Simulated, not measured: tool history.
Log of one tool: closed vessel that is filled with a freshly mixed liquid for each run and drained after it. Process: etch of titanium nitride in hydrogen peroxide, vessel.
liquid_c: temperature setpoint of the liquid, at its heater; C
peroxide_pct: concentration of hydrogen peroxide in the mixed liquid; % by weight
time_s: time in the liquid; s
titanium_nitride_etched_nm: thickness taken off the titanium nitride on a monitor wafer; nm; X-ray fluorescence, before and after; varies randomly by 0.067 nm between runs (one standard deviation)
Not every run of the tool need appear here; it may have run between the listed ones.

| run | hour | liquid_c | peroxide_pct | time_s | titanium_nitride_etched_nm |
|---|---|---|---|---|---|
| 1 | 0.0 | 54.0 | 17 | 415 | 19.643 |
| 2 | 8.0 | 52.5 | 17 | 415 | 17.818 |
| 3 | 10.9 | 52.5 | 20 | 415 | 18.366 |
| 4 | 14.9 | 52.5 | 20 | 310 | 13.711 |
| 5 | 21.8 | 56.0 | 20 | 310 | 17.552 |
| 6 | 24.2 | 54.5 | 20 | 310 | 15.848 |

What does the tool deliver on the next run?
| 7 | 26.2 | 53.5 | 20 | 310 | ? |

{"run 7": {"titanium_nitride_etched_nm": 14.847}}

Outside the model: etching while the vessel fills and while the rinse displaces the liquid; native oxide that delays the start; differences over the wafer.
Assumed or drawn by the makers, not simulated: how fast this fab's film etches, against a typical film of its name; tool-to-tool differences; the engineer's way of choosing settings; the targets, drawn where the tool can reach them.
